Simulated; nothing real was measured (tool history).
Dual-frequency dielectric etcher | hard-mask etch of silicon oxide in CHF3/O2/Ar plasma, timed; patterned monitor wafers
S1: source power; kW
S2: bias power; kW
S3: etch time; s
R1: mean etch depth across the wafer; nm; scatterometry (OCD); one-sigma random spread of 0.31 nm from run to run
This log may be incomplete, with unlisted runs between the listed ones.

run,hour,S1,S2,S3,R1
1,0,0.69,0.221,25.5,60.639
2,2.3,0.69,0.221,26.5,63.041
3,8,0.71,0.222,26.5,63.414
4,10,0.71,0.222,26.5,63.778
# hour 10.9: bias power generator calibrated
5,10.9,0.73,0.224,26.5,63.022
6,17.1,0.78,0.224,26.5,64.986
7,21,0.8,0.227,26.5,65.565

Estimate the outcome of run 8 from the log above:
8,23.6,0.81,0.229,26.5,?

Run 8 produced R1 66.335 nm.
